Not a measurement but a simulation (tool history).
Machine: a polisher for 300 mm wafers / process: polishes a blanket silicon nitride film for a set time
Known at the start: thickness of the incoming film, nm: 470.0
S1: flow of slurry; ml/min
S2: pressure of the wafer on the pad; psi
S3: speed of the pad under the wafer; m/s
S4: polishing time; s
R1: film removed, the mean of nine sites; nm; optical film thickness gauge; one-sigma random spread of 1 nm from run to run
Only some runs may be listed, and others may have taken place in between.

{"run": 1, "hour": 0.0, "S1": 305, "S2": 3, "S3": 0.84, "S4": 40, "R1": 54.378}
{"run": 2, "hour": 6.7, "S1": 305, "S2": 3.5, "S3": 0.84, "S4": 40, "R1": 60.629}
{"run": 3, "hour": 12.1, "S1": 265, "S2": 3.5, "S3": 0.84, "S4": 40, "R1": 59.342}
{"run": 4, "hour": 12.9, "S1": 275, "S2": 3.8, "S3": 0.86, "S4": 40, "R1": 67.952}
{"run": 5, "hour": 21.2, "S1": 280, "S2": 3.9, "S3": 0.86, "S4": 40, "R1": 66.196}
{"run": 6, "hour": 26.3, "S1": 280, "S2": 3.9, "S3": 0.86, "S4": 40, "R1": 69.554}

Expected results for the next run?
{"run": 7, "hour": 31.8, "S1": 285, "S2": 4, "S3": 0.86, "S4": 40, "R1": "?"}

R1: 71.178 nm
